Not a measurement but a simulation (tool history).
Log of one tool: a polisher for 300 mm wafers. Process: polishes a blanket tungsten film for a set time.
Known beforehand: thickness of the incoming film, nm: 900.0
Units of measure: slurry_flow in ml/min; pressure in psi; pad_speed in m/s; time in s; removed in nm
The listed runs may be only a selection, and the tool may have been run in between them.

Run 1, day 0.000: slurry_flow 160 ml/min, pressure 4.0 psi, pad_speed 1.20 m/s, slurry_solids 1.0, time 73 s. Result: removed 399.11 nm.
Run 2, day 0.112: slurry_flow 155 ml/min, pressure 3.4 psi, pad_speed 1.20 m/s, slurry_solids 1.0, time 73 s. Result: removed 348.67 nm.
Run 3, day 0.412: slurry_flow 150 ml/min, pressure 3.0 psi, pad_speed 1.18 m/s, slurry_solids 1.0, time 73 s. Result: removed 314.96 nm.
Run 4, day 0.708: slurry_flow 150 ml/min, pressure 2.7 psi, pad_speed 1.16 m/s, slurry_solids 1.0, time 73 s. Result: removed 289.73 nm.
Run 5, day 0.983: slurry_flow 150 ml/min, pressure 2.7 psi, pad_speed 1.16 m/s, slurry_solids 1.0, time 77 s. Result: removed 308.12 nm.
Run 6, day 1.329: slurry_flow 150 ml/min, pressure 2.5 psi, pad_speed 1.12 m/s, slurry_solids 1.0, time 77 s. Result: removed 281.94 nm.
Run 7, day 1.633: slurry_flow 150 ml/min, pressure 2.3 psi, pad_speed 1.10 m/s, slurry_solids 1.0, time 77 s. Result: removed 261.96 nm.
Run 8, day 1.904: slurry_flow 150 ml/min, pressure 2.2 psi, pad_speed 1.08 m/s, slurry_solids 1.0, time 77 s. Result: removed 251.83 nm.
Run 9, day 1.954: slurry_flow 150 ml/min, pressure 2.1 psi, pad_speed 1.08 m/s, slurry_solids 1.0, time 77 s. Result: removed 247.85 nm.

The next listed run, before its measurement:
Run 10, day 2.038: slurry_flow 150 ml/min, pressure 2.0 psi, pad_speed 1.08 m/s, slurry_solids 1.0, time 77 s. Result: removed ?.

removed: 237.75 nm
